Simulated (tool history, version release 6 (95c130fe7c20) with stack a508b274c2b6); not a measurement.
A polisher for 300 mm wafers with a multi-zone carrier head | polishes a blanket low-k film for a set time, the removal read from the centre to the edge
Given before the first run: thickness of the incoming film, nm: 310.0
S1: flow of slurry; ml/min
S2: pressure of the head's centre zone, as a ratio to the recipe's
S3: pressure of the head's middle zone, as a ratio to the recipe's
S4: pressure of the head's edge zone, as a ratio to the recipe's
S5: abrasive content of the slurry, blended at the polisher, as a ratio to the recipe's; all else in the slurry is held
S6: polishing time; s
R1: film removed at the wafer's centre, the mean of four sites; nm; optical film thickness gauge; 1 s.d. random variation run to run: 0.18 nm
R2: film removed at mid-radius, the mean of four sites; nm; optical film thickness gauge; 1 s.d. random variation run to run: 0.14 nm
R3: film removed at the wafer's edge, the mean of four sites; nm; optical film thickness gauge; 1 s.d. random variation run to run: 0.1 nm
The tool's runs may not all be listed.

run	hour	S1	S2	S3	S4	S5	S6	R1	R2	R3
1	0	180	1	1	1	1	74	23.763	24.681	24.301
2	8.4	175	0.98	1.01	0.97	0.9	69	21.604	21.366	20.738
3	13.6	175	0.98	1.01	0.97	0.9	53	16.212	16.809	15.886
4	14.6	175	0.98	1.01	1.04	0.9	53	16.528	17.001	16.348
5	17.2	170	0.94	1.03	1.03	0.85	52	14.577	16.048	15.683
6	18.6	170	0.88	1.03	1.03	0.85	52	14.202	16.173	15.557
7	19.1	165	0.87	1.04	1	0.8	52	13.256	15.522	14.792
8	22.7	160	0.87	1.05	0.97	0.8	52	13.436	15.431	14.703
9	30.8	160	0.87	1.07	0.94	0.8	52	13.452	15.719	14.24
10	35.5	155	0.86	1.07	0.92	0.8	52	12.696	15.758	14.034
11	42.7	150	0.87	1.06	0.9	0.8	52	12.98	15.829	13.905
12	48.5	150	0.87	1.05	0.89	0.8	52	13.062	15.391	14.08
13	51.3	145	0.87	1.05	0.88	0.8	52	12.873	15.429	13.809
14	54.2	140	0.87	1.05	0.87	0.8	52	13.036	15.07	13.659
15	55	135	0.87	1.05	0.86	0.8	52	12.5	15.524	13.581

Run 16 is up next; what results do you expect?
16	61.2	135	0.87	1.05	0.85	0.8	52	?	?	?

{"run 16": {"R1": 12.747, "R2": 15.578, "R3": 13.594}}
